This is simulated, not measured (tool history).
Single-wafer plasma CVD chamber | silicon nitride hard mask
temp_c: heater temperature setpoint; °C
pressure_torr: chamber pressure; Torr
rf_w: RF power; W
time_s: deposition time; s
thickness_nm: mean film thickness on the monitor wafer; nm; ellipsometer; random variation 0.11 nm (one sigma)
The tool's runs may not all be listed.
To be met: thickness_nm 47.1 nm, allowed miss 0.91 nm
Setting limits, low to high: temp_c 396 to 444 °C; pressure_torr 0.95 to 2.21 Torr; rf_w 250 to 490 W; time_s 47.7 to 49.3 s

Run 1, hour 0: temp_c 420 °C, pressure_torr 1.58 Torr, rf_w 370 W, time_s 47.7 s. Result: thickness_nm 59.84 nm.
Run 2, hour 0.6: temp_c 420 °C, pressure_torr 1.69 Torr, rf_w 370 W, time_s 47.7 s. Result: thickness_nm 60.681 nm.
Run 3, hour 5.4: temp_c 424 °C, pressure_torr 1.69 Torr, rf_w 370 W, time_s 47.7 s. Result: thickness_nm 60.302 nm.
Run 4, hour 9.6: temp_c 424 °C, pressure_torr 1.69 Torr, rf_w 320 W, time_s 47.7 s. Result: thickness_nm 54.783 nm.
Run 5, hour 14.5: temp_c 424 °C, pressure_torr 1.46 Torr, rf_w 320 W, time_s 47.7 s. Result: thickness_nm 52.518 nm.
Run 6, hour 16.7: temp_c 416 °C, pressure_torr 1.46 Torr, rf_w 320 W, time_s 47.7 s. Result: thickness_nm 52.813 nm.
Run 7, hour 22.3: temp_c 416 °C, pressure_torr 1.33 Torr, rf_w 315 W, time_s 47.7 s. Result: thickness_nm 50.798 nm.
Run 8, hour 30.1: temp_c 416 °C, pressure_torr 1.24 Torr, rf_w 310 W, time_s 47.7 s. Result: thickness_nm 49.111 nm.
Run 9, hour 31.9: temp_c 416 °C, pressure_torr 1.19 Torr, rf_w 310 W, time_s 47.7 s. Result: thickness_nm 48.81 nm.
Run 10, hour 37.1: temp_c 416 °C, pressure_torr 1.15 Torr, rf_w 310 W, time_s 47.7 s. Result: thickness_nm 48.103 nm.

5 candidate next runs follow, results not yet known. Just one meets every target within its allowed miss. Identify it.
Run A, hour 42.3: temp_c 420 °C, pressure_torr 1.16 Torr, rf_w 320 W, time_s 48 s. Result: thickness_nm ?.
Run B, hour 42.3: temp_c 415 °C, pressure_torr 1.09 Torr, rf_w 315 W, time_s 49.3 s. Result: thickness_nm ?.
Run C, hour 42.3: temp_c 418 °C, pressure_torr 0.98 Torr, rf_w 305 W, time_s 49.3 s. Result: thickness_nm ?.
Run D, hour 42.3: temp_c 418 °C, pressure_torr 1.33 Torr, rf_w 285 W, time_s 49.3 s. Result: thickness_nm ?.
Run E, hour 42.3: temp_c 411 °C, pressure_torr 1.13 Torr, rf_w 300 W, time_s 49.3 s. Result: thickness_nm ?.

move  thickness_nm
   A        49.772
   B        49.721
   C        46.905
   D        48.698
   E        48.537
A: the biggest miss grows against the last run
B: the biggest miss grows against the last run
C: every result within its allowed miss
D: the biggest miss grows against the last run
E: the biggest miss grows against the last run
Correct choice: C, which meets every target

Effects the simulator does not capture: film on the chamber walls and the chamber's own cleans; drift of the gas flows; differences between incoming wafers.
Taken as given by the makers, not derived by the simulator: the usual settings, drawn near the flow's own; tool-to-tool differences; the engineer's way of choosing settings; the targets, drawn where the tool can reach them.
